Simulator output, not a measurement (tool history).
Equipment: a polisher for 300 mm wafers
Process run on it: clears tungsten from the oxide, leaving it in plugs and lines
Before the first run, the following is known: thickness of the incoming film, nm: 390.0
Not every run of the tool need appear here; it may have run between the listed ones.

run	hour	flow of slurry (ml/min)	pressure of the wafer on the pad (kPa)	speed of the pad under the wafer (cm/s)	abrasive content of the slurry	overpolish time after the end point (s)	time until the end point was called (s)
1	0.0	270	22.1	122	1.0	9	75.848
2	8.3	245	22.1	122	1.0	9	74.382
3	10.4	245	22.1	122	1.1	9	73.250
4	11.5	245	19.3	120	1.1	9	85.914
5	17.2	245	17.2	120	1.1	9	94.072
6	20.8	245	20.7	120	1.1	9	79.791
7	23.5	245	18.6	118	1.1	9	89.894

Predict the results of run 8:
8	28.9	245	17.2	118	1.1	9	?

{"run 8": {"time until the end point was called (s)": 96.414}}
